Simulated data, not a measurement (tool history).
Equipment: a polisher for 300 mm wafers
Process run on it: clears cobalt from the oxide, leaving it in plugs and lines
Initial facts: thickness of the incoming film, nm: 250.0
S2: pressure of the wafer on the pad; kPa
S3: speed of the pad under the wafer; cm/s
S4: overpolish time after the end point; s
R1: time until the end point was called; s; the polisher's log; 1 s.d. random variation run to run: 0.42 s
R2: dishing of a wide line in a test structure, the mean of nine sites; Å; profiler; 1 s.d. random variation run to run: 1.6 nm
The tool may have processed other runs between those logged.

run 1 hour=0 | flow_of_slurry_(ml/min)=175 S2=11 S3=114 S4=28 | R1=53.216 R2=700.06
run 2 hour=3.5 | flow_of_slurry_(ml/min)=175 S2=11 S3=114 S4=37 | R1=53.779 R2=775.58
run 3 hour=4.4 | flow_of_slurry_(ml/min)=175 S2=11 S3=114 S4=44 | R1=53.846 R2=817.14
run 4 hour=10.7 | flow_of_slurry_(ml/min)=140 S2=11 S3=114 S4=44 | R1=54.801 R2=802.92
run 5 hour=17.3 | flow_of_slurry_(ml/min)=140 S2=11.7 S3=114 S4=44 | R1=51.344 R2=799.59
run 6 hour=19.3 | flow_of_slurry_(ml/min)=145 S2=11.7 S3=114 S4=45 | R1=51.941 R2=820.33
run 7 hour=20.5 | flow_of_slurry_(ml/min)=150 S2=11.7 S3=114 S4=45 | R1=52.685 R2=855.97

Run 8 has not been measured yet. What should we expect?
run 8 hour=26.7 | flow_of_slurry_(ml/min)=150 S2=12.4 S3=114 S4=44 | R1=? R2=?

Logged for run 8: R1 48.665 s, R2 819.71 Å.
